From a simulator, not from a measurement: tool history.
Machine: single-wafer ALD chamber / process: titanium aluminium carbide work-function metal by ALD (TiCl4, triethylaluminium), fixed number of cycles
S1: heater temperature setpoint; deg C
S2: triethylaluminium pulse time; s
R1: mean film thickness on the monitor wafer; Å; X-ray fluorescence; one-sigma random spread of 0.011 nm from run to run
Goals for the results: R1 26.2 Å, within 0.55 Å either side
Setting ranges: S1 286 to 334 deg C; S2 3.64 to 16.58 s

{"run": 1, "day": 0.0, "S1": 310, "S2": 10.11, "R1": 23.947}
{"run": 2, "day": 0.15, "S1": 312, "S2": 10.42, "R1": 24.215}
{"run": 3, "day": 0.496, "S1": 314, "S2": 10.7, "R1": 24.53}
{"run": 4, "day": 0.612, "S1": 314, "S2": 9.21, "R1": 23.982}
{"run": 5, "day": 0.988, "S1": 324, "S2": 9.21, "R1": 24.623}
{"run": 6, "day": 1.133, "S1": 325, "S2": 9.61, "R1": 25.153}
{"run": 7, "day": 1.375, "S1": 326, "S2": 9.76, "R1": 25.193}
{"run": 8, "day": 1.567, "S1": 327, "S2": 9.94, "R1": 25.36}
{"run": 9, "day": 1.804, "S1": 328, "S2": 10.08, "R1": 25.573}

Below are 5 possible settings for the next run. Only one of them brings all results inside the allowed miss of their targets. Which is it?
{"run": "A", "day": 2.042, "S1": 329, "S2": 9.25, "R1": "?"}
{"run": "B", "day": 2.042, "S1": 329, "S2": 8.65, "R1": "?"}
{"run": "C", "day": 2.042, "S1": 330, "S2": 13.54, "R1": "?"}
{"run": "D", "day": 2.042, "S1": 326, "S2": 10.01, "R1": "?"}
{"run": "E", "day": 2.042, "S1": 322, "S2": 10.68, "R1": "?"}

move=A R1=25.14
move=B R1=24.692
move=C R1=26.344
move=D R1=25.275
move=E R1=25.16
A: lands further from the targets than the last run did
B: lands further from the targets than the last run did
C: meets every target
D: lands further from the targets than the last run did
E: lands further from the targets than the last run did
Correct choice: C, which meets every target

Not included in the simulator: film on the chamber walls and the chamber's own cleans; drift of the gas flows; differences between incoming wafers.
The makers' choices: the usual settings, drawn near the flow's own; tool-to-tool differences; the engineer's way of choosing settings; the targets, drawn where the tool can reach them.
